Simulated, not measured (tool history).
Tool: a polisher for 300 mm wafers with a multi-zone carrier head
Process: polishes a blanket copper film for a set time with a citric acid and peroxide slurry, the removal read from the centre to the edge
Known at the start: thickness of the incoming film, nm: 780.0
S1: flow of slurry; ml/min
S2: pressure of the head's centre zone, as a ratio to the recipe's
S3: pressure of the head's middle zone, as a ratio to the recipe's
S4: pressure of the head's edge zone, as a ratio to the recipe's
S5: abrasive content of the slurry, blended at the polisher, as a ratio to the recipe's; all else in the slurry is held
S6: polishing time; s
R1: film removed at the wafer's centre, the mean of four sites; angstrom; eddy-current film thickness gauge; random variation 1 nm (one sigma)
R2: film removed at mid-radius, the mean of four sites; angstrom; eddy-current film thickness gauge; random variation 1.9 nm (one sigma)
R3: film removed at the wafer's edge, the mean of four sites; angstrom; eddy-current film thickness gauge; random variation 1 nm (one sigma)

{"run": 1, "hour": 0.0, "S1": 200, "S2": 1, "S3": 1, "S4": 1, "S5": 1, "S6": 44, "R1": 1235.7, "R2": 1206.9, "R3": 1258.6}
{"run": 2, "hour": 0.8, "S1": 200, "S2": 1, "S3": 1.04, "S4": 1, "S5": 1, "S6": 44, "R1": 1243.4, "R2": 1251.1, "R3": 1265}
{"run": 3, "hour": 5.0, "S1": 210, "S2": 1.02, "S3": 1.05, "S4": 1.02, "S5": 1, "S6": 44, "R1": 1279.2, "R2": 1280.2, "R3": 1264.7}
{"run": 4, "hour": 9.2, "S1": 240, "S2": 1.02, "S3": 1.05, "S4": 1.02, "S5": 1, "S6": 44, "R1": 1292.5, "R2": 1326.9, "R3": 1264.9}
{"run": 5, "hour": 15.0, "S1": 240, "S2": 1.02, "S3": 1.11, "S4": 1.02, "S5": 1, "S6": 44, "R1": 1288.1, "R2": 1347.1, "R3": 1266.9}
{"run": 6, "hour": 17.9, "S1": 240, "S2": 1.02, "S3": 1.08, "S4": 1.02, "S5": 1, "S6": 44, "R1": 1268.9, "R2": 1355.9, "R3": 1275}

Forecast run 7:
{"run": 7, "hour": 20.0, "S1": 280, "S2": 1.12, "S3": 1.01, "S4": 1.12, "S5": 1.05, "S6": 44, "R1": "?", "R2": "?", "R3": "?"}

R1: 1450.6 angstrom
R2: 1311.8 angstrom
R3: 1350.7 angstrom
